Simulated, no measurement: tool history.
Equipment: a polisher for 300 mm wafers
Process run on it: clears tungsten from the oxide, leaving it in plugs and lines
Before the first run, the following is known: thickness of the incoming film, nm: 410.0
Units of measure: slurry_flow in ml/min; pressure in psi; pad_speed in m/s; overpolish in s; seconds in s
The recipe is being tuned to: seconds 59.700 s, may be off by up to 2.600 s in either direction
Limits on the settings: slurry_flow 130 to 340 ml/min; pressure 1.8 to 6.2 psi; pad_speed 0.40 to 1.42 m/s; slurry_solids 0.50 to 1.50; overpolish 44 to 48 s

Run 1, hour 0.0: slurry_flow 220 ml/min, pressure 4.0 psi, pad_speed 0.90 m/s, slurry_solids 1.00, overpolish 44 s. Result: seconds 105.500 s.
Run 2, hour 6.3: slurry_flow 220 ml/min, pressure 4.4 psi, pad_speed 0.90 m/s, slurry_solids 1.00, overpolish 44 s. Result: seconds 98.170 s.
Run 3, hour 9.3: slurry_flow 220 ml/min, pressure 4.7 psi, pad_speed 0.92 m/s, slurry_solids 1.00, overpolish 44 s. Result: seconds 88.810 s.
Run 4, hour 10.7: slurry_flow 220 ml/min, pressure 4.7 psi, pad_speed 0.92 m/s, slurry_solids 1.00, overpolish 44 s. Result: seconds 88.237 s.
Run 5, hour 16.6: slurry_flow 220 ml/min, pressure 5.0 psi, pad_speed 0.92 m/s, slurry_solids 1.00, overpolish 44 s. Result: seconds 84.226 s.
Run 6, hour 19.4: slurry_flow 220 ml/min, pressure 5.0 psi, pad_speed 0.80 m/s, slurry_solids 1.00, overpolish 44 s. Result: seconds 97.033 s.
Run 7, hour 22.1: slurry_flow 220 ml/min, pressure 5.2 psi, pad_speed 0.84 m/s, slurry_solids 1.00, overpolish 44 s. Result: seconds 87.888 s.
Run 8, hour 24.3: slurry_flow 220 ml/min, pressure 5.4 psi, pad_speed 0.86 m/s, slurry_solids 1.00, overpolish 44 s. Result: seconds 83.674 s.
Run 9, hour 27.1: slurry_flow 220 ml/min, pressure 5.5 psi, pad_speed 0.88 m/s, slurry_solids 1.00, overpolish 44 s. Result: seconds 79.524 s.
Run 10, hour 28.7: slurry_flow 220 ml/min, pressure 5.5 psi, pad_speed 0.88 m/s, slurry_solids 1.00, overpolish 44 s. Result: seconds 79.794 s.
Run 11, hour 34.5: slurry_flow 220 ml/min, pressure 5.6 psi, pad_speed 0.90 m/s, slurry_solids 1.00, overpolish 44 s. Result: seconds 77.635 s.
Run 12, hour 42.2: slurry_flow 220 ml/min, pressure 5.7 psi, pad_speed 0.92 m/s, slurry_solids 1.00, overpolish 44 s. Result: seconds 73.680 s.
Run 13, hour 50.0: slurry_flow 220 ml/min, pressure 5.8 psi, pad_speed 0.94 m/s, slurry_solids 1.00, overpolish 44 s. Result: seconds 71.343 s.

Which one of the following 4 next-run settings gets every result inside its allowed miss? There is exactly one.
Run A, hour 57.8: slurry_flow 235 ml/min, pressure 5.2 psi, pad_speed 1.04 m/s, slurry_solids 0.90, overpolish 44 s. Result: seconds ?.
Run B, hour 57.8: slurry_flow 255 ml/min, pressure 5.7 psi, pad_speed 0.80 m/s, slurry_solids 1.00, overpolish 44 s. Result: seconds ?.
Run C, hour 57.8: slurry_flow 275 ml/min, pressure 5.1 psi, pad_speed 0.90 m/s, slurry_solids 1.05, overpolish 44 s. Result: seconds ?.
Run D, hour 57.8: slurry_flow 245 ml/min, pressure 6.1 psi, pad_speed 1.06 m/s, slurry_solids 1.05, overpolish 44 s. Result: seconds ?.

move  seconds
   A   72.114
   B   82.212
   C   80.204
   D   58.150
A: misses by more than the last run did
B: misses by more than the last run did
C: misses by more than the last run did
D: all results in spec
Go with D: it meets all targets.

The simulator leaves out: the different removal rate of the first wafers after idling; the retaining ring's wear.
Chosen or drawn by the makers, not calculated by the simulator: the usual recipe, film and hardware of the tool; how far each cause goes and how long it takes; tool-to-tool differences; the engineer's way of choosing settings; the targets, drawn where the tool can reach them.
